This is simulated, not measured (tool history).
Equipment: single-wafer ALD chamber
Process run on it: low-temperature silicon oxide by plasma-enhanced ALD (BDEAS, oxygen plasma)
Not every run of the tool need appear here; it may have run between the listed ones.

run,hour,heater temperature setpoint (°C),number of ALD cycles (cycles),mean film thickness on the monitor wafer (nm)
1,0.0,95,19,2.7685
2,7.2,101,19,2.7107
3,7.9,101,21,3.0218
4,15.7,111,21,2.9678
5,24.1,119,21,2.8710
6,29.7,108,21,2.9450

Predict the results of run 7:
# hour 34.2: thermocouple changed; heater temperature recalibrated
7,34.2,111,20,?

Logged for run 7: mean film thickness on the monitor wafer (nm) 2.7573.
